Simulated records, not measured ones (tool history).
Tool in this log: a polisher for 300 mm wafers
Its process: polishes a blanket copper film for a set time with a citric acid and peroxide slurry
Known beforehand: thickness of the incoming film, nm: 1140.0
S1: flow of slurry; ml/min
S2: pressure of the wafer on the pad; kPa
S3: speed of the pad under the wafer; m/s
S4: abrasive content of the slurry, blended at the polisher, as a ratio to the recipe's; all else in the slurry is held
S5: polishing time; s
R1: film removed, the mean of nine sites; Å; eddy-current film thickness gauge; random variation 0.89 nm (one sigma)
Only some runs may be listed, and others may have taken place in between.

run	day	S1	S2	S3	S4	S5	R1
1	0	125	15.9	0.82	1	42	540.36
2	0.225	130	16.5	0.82	1	42	578.68
3	0.25	130	16.5	0.82	0.9	42	564.6
4	0.562	130	13.8	0.82	0.9	42	482.38
5	0.675	135	14.5	0.82	0.9	42	511.45
6	0.929	140	15.2	0.82	0.9	42	524.96
# day 0.992: head pressure recalibrated
7	0.992	140	15.9	0.82	0.9	42	506.36
8	1.117	130	16.5	0.82	0.9	42	521.72
9	1.433	135	17.9	0.82	0.9	42	557.78
10	1.654	135	18.6	0.84	0.9	42	617.74
11	1.846	135	19.3	0.84	0.9	42	631.49

Run 12, settings as shown, results not yet in. Your forecast:
12	1.888	135	20	0.84	0.9	42	?

R1: 636.34 Å
